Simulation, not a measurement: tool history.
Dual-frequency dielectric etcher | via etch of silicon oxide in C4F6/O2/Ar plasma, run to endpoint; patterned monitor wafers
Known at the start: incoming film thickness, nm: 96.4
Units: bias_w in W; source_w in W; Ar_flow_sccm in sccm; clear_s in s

{"run": 1, "hour": 0.0, "bias_w": 507, "source_w": 450, "Ar_flow_sccm": 312, "clear_s": 21.05}
{"run": 2, "hour": 7.9, "bias_w": 507, "source_w": 450, "Ar_flow_sccm": 362, "clear_s": 21.44}
{"run": 3, "hour": 13.3, "bias_w": 507, "source_w": 400, "Ar_flow_sccm": 362, "clear_s": 22.463}
{"run": 4, "hour": 17.9, "bias_w": 507, "source_w": 470, "Ar_flow_sccm": 362, "clear_s": 21.207}
{"run": 5, "hour": 24.0, "bias_w": 507, "source_w": 390, "Ar_flow_sccm": 362, "clear_s": 22.665}
{"run": 6, "hour": 30.3, "bias_w": 507, "source_w": 430, "Ar_flow_sccm": 362, "clear_s": 21.753}
{"run": 7, "hour": 39.0, "bias_w": 487, "source_w": 420, "Ar_flow_sccm": 363, "clear_s": 22.55}
{"run": 8, "hour": 39.9, "bias_w": 487, "source_w": 420, "Ar_flow_sccm": 363, "clear_s": 22.547}
{"run": 9, "hour": 42.0, "bias_w": 476, "source_w": 420, "Ar_flow_sccm": 363, "clear_s": 22.417}

Run 10 comes next. What will it give?
{"run": 10, "hour": 49.7, "bias_w": 461, "source_w": 410, "Ar_flow_sccm": 364, "clear_s": "?"}

{"run 10": {"clear_s": 23.175}}

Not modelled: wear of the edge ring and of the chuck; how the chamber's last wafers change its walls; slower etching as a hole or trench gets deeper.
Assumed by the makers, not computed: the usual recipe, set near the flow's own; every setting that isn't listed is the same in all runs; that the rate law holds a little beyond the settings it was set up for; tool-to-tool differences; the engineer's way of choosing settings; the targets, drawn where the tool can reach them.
